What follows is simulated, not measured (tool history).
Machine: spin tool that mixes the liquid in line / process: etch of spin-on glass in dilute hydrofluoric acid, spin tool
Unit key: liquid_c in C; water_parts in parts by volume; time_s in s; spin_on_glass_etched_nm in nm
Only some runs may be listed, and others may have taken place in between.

run	hour	liquid_c	water_parts	time_s	spin_on_glass_etched_nm
1	0.0	21.0	295	245	22.150
2	0.7	21.0	295	245	22.187
3	5.4	22.5	255	245	28.177
4	7.0	23.5	225	245	33.508
5	9.5	22.0	225	245	32.908
6	14.7	22.0	265	245	26.739
7	22.9	23.0	235	245	32.191
8	30.4	24.0	210	245	38.169
9	35.3	25.0	195	245	43.227
10	42.1	25.5	185	245	46.547

Run 11 has not been measured yet. What should we expect?
11	45.6	26.0	175	245	?

spin_on_glass_etched_nm: 50.145 nm

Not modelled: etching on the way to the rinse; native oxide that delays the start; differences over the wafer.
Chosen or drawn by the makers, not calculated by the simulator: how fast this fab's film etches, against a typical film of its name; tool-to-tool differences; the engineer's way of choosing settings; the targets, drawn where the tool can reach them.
